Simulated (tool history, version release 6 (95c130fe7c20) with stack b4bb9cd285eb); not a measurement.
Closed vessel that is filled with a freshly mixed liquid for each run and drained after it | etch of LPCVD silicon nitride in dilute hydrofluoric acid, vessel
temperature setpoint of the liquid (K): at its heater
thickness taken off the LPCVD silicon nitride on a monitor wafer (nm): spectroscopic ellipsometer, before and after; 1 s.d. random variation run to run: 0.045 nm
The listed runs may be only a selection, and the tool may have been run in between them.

| run | hour | temperature setpoint of the liquid (K) | parts of water to one part of 49 % hydrofluoric acid (parts by volume) | time in the liquid (s) | thickness taken off the LPCVD silicon nitride on a monitor wafer (nm) |
|---|---|---|---|---|---|
| 1 | 0 | 297.15 | 165 | 2710 | 8.6243 |
| 2 | 4.3 | 297.15 | 165 | 2915 | 9.2507 |
| 3 | 8.8 | 297.65 | 165 | 2915 | 9.6157 |
| 4 | 14.8 | 297.65 | 190 | 2915 | 8.3387 |
| 5 | 18.6 | 299.65 | 190 | 2915 | 9.3639 |
| 6 | 27.2 | 299.65 | 190 | 2915 | 9.4519 |
| 7 | 32.2 | 300.15 | 190 | 2915 | 9.7718 |
| 8 | 37.4 | 300.65 | 190 | 2915 | 10.094 |
| 9 | 40.4 | 301.15 | 190 | 2915 | 10.278 |
| 10 | 45.9 | 301.65 | 190 | 2915 | 10.68 |
| 11 | 49.7 | 302.15 | 190 | 2915 | 11.03 |
| 12 | 56.3 | 302.65 | 190 | 2915 | 11.321 |

Run 13 is up next; what results do you expect?
| 13 | 59.5 | 303.65 | 190 | 2915 | ? |

{"run 13": {"thickness taken off the LPCVD silicon nitride on a monitor wafer (nm)": 11.974}}
